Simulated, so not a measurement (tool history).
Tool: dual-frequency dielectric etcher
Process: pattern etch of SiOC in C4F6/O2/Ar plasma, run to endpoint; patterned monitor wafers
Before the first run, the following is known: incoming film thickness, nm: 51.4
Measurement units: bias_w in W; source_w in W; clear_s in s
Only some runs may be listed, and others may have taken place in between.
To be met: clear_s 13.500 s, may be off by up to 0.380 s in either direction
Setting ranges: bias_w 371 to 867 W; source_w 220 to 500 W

run,hour,bias_w,source_w,clear_s
1,0.0,619,360,16.374
2,0.9,619,300,17.149
3,5.2,692,330,16.192
4,7.4,739,330,15.688
5,10.4,777,360,14.879
6,11.4,803,370,14.603
7,16.0,822,380,14.328
8,17.1,835,390,14.175
9,22.0,844,400,14.013

Consider the 5 candidate settings below. Which is the only one whose results all fall within their allowed miss of target?
A,26.9,792,380,?
B,26.9,780,430,?
C,26.9,773,430,?
D,26.9,829,380,?
E,26.9,867,420,?

move,clear_s
A,14.655
B,14.172
C,14.220
D,14.407
E,13.726
A: its largest miss is bigger than the last run's
B: its largest miss is bigger than the last run's
C: its largest miss is bigger than the last run's
D: its largest miss is bigger than the last run's
E: meets every target
Move E is the one to make.
